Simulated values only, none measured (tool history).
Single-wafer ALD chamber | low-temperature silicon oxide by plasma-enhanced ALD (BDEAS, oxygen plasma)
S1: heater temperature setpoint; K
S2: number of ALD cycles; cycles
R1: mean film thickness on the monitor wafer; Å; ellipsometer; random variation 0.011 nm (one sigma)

run	hour	S1	S2	R1
1	0.0	373.15	38	55.653
2	5.4	373.15	43	62.889
3	13.7	373.15	41	59.879
4	22.7	373.15	38	55.620
5	24.9	373.15	43	63.212
6	29.7	363.15	43	65.583
# hour 38.5: thermocouple changed; heater temperature recalibrated
7	38.5	369.15	42	61.051

The next listed run, before its measurement:
8	41.8	371.15	40	?

{"run 8": {"R1": 57.876}}
